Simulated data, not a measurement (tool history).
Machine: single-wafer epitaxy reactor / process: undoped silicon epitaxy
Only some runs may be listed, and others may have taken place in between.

| run | day | wafer temperature setpoint (pyrometer-controlled) (deg C) | deposition time (s) | mean film thickness on the monitor wafer (Å) |
|---|---|---|---|---|
| 1 | 0 | 635 | 242 | 292.15 |
| 2 | 0.15 | 635 | 218 | 264.49 |
| 3 | 0.262 | 627 | 218 | 225.64 |
| 4 | 0.317 | 623 | 216 | 205.12 |
| 5 | 0.396 | 620 | 216 | 192.74 |
| 6 | 0.471 | 618 | 216 | 184.73 |
| 7 | 0.838 | 616 | 216 | 178.72 |
| 8 | 0.896 | 615 | 215 | 173.49 |

Expected results for the next run?
| 9 | 1.229 | 614 | 215 | ? |

Run 9 gave mean film thickness on the monitor wafer (Å) 171.43.
